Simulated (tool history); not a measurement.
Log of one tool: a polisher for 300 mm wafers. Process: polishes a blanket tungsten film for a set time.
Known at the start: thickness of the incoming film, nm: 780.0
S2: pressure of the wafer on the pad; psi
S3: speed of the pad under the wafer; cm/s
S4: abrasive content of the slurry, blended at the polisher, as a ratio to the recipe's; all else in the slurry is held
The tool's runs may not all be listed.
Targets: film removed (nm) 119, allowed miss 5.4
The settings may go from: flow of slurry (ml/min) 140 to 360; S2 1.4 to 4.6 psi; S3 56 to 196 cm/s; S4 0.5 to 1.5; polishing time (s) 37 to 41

{"run": 1, "hour": 0.0, "flow of slurry (ml/min)": 230, "S2": 3, "S3": 126, "S4": 1, "polishing time (s)": 41, "film removed (nm)": 194}
{"run": 2, "hour": 1.4, "flow of slurry (ml/min)": 230, "S2": 3, "S3": 126, "S4": 1, "polishing time (s)": 37, "film removed (nm)": 174.58}
{"run": 3, "hour": 7.8, "flow of slurry (ml/min)": 230, "S2": 2.9, "S3": 126, "S4": 1, "polishing time (s)": 37, "film removed (nm)": 167.39}
{"run": 4, "hour": 13.3, "flow of slurry (ml/min)": 230, "S2": 2.8, "S3": 126, "S4": 1, "polishing time (s)": 37, "film removed (nm)": 162.39}
{"run": 5, "hour": 18.1, "flow of slurry (ml/min)": 230, "S2": 2.8, "S3": 126, "S4": 1.1, "polishing time (s)": 37, "film removed (nm)": 167.62}
{"run": 6, "hour": 25.0, "flow of slurry (ml/min)": 265, "S2": 2.8, "S3": 126, "S4": 1.1, "polishing time (s)": 37, "film removed (nm)": 169.03}
{"run": 7, "hour": 29.1, "flow of slurry (ml/min)": 265, "S2": 2.7, "S3": 126, "S4": 1.1, "polishing time (s)": 37, "film removed (nm)": 164.81}
{"run": 8, "hour": 33.7, "flow of slurry (ml/min)": 265, "S2": 2.6, "S3": 126, "S4": 1.1, "polishing time (s)": 37, "film removed (nm)": 159.25}
{"run": 9, "hour": 38.9, "flow of slurry (ml/min)": 265, "S2": 2.5, "S3": 126, "S4": 1.1, "polishing time (s)": 37, "film removed (nm)": 156.07}
{"run": 10, "hour": 42.0, "flow of slurry (ml/min)": 265, "S2": 2.4, "S3": 126, "S4": 1.1, "polishing time (s)": 37, "film removed (nm)": 145.15}
{"run": 11, "hour": 42.8, "flow of slurry (ml/min)": 265, "S2": 2.3, "S3": 126, "S4": 1.1, "polishing time (s)": 37, "film removed (nm)": 136.15}
{"run": 12, "hour": 47.9, "flow of slurry (ml/min)": 255, "S2": 2.1, "S3": 126, "S4": 1.1, "polishing time (s)": 37, "film removed (nm)": 128.05}

5 next moves are on the table. One of them brings every result within its allowed miss. Which?
{"run": "A", "hour": 53.0, "flow of slurry (ml/min)": 275, "S2": 1.8, "S3": 118, "S4": 1.3, "polishing time (s)": 41, "film removed (nm)": "?"}
{"run": "B", "hour": 53.0, "flow of slurry (ml/min)": 290, "S2": 2.1, "S3": 112, "S4": 0.85, "polishing time (s)": 37, "film removed (nm)": "?"}
{"run": "C", "hour": 53.0, "flow of slurry (ml/min)": 240, "S2": 2.1, "S3": 124, "S4": 1.05, "polishing time (s)": 41, "film removed (nm)": "?"}
{"run": "D", "hour": 53.0, "flow of slurry (ml/min)": 235, "S2": 1.8, "S3": 114, "S4": 1.4, "polishing time (s)": 37, "film removed (nm)": "?"}
{"run": "E", "hour": 53.0, "flow of slurry (ml/min)": 250, "S2": 1.8, "S3": 118, "S4": 1.1, "polishing time (s)": 37, "film removed (nm)": "?"}

move=A film_removed_(nm)=118.96
move=B film_removed_(nm)=106.43
move=C film_removed_(nm)=134.68
move=D film_removed_(nm)=103.98
move=E film_removed_(nm)=101.7
A: meets every target
B: takes the result that was furthest off past its target
C: further off than the last run
D: takes the result that was furthest off past its target
E: takes the result that was furthest off past its target
Move A is the one to make.

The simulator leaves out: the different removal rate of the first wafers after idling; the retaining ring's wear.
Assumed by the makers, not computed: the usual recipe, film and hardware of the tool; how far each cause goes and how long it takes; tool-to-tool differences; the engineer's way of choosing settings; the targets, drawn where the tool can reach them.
